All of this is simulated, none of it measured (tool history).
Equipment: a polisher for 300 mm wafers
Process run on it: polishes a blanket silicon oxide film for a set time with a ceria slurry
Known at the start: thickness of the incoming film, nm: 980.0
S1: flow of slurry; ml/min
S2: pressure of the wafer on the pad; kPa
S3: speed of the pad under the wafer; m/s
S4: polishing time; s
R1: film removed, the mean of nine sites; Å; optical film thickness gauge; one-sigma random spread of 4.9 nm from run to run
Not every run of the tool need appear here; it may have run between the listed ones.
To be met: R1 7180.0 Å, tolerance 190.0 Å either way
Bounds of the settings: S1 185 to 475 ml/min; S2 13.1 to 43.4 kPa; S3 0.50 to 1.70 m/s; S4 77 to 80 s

Run 1, hour 0.0: S1 305 ml/min, S2 28.3 kPa, S3 1.10 m/s, S4 77 s. Result: R1 4767.1 Å.
Run 2, hour 8.1: S1 305 ml/min, S2 23.4 kPa, S3 1.10 m/s, S4 77 s. Result: R1 4293.4 Å.
Run 3, hour 16.8: S1 340 ml/min, S2 23.4 kPa, S3 1.10 m/s, S4 77 s. Result: R1 4326.1 Å.
Run 4, hour 23.7: S1 340 ml/min, S2 26.9 kPa, S3 1.10 m/s, S4 77 s. Result: R1 4692.6 Å.
Run 5, hour 30.9: S1 340 ml/min, S2 30.3 kPa, S3 1.10 m/s, S4 77 s. Result: R1 5052.1 Å.
Run 6, hour 39.8: S1 340 ml/min, S2 32.4 kPa, S3 1.12 m/s, S4 77 s. Result: R1 5448.1 Å.
Run 7, hour 47.9: S1 340 ml/min, S2 34.5 kPa, S3 1.12 m/s, S4 77 s. Result: R1 5779.2 Å.
Run 8, hour 55.1: S1 340 ml/min, S2 35.9 kPa, S3 1.12 m/s, S4 77 s. Result: R1 5827.5 Å.
Run 9, hour 57.5: S1 340 ml/min, S2 37.2 kPa, S3 1.12 m/s, S4 77 s. Result: R1 5943.9 Å.
Run 10, hour 66.5: S1 345 ml/min, S2 43.4 kPa, S3 1.12 m/s, S4 77 s. Result: R1 6800.6 Å.
Run 11, hour 68.9: S1 345 ml/min, S2 43.4 kPa, S3 1.14 m/s, S4 77 s. Result: R1 6856.0 Å.

Pick the move, out of 4, that brings all results within their allowed miss; only one does.
Run A, hour 71.3: S1 370 ml/min, S2 43.4 kPa, S3 1.08 m/s, S4 78 s. Result: R1 ?.
Run B, hour 71.3: S1 330 ml/min, S2 37.9 kPa, S3 1.26 m/s, S4 77 s. Result: R1 ?.
Run C, hour 71.3: S1 380 ml/min, S2 43.4 kPa, S3 1.26 m/s, S4 78 s. Result: R1 ?.
Run D, hour 71.3: S1 320 ml/min, S2 43.4 kPa, S3 1.14 m/s, S4 80 s. Result: R1 ?.

move      R1
   A  6727.0
   B  6885.6
   C  7830.0
   D  7181.5
A: the biggest miss grows against the last run
B: nearer than the last run, and not there yet
C: takes the result that was furthest off past its target
D: in spec on every target
D is the move that brings every result within its allowed miss.
